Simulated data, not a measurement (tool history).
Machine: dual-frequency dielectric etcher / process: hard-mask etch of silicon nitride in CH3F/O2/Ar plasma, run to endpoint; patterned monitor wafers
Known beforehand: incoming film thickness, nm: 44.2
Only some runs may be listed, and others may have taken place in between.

run,hour,source power (W),bias power (W),endpoint time (s)
1,0.0,280,78,78.503
2,8.0,280,92,72.891
3,11.5,310,92,70.288
4,19.1,280,82,76.776
5,20.0,250,74,83.892
6,25.2,250,63,89.729

Run 7, settings as shown, results not yet in. Your forecast:
7,31.0,230,61,?

{"run 7": {"endpoint time (s)": 93.223}}
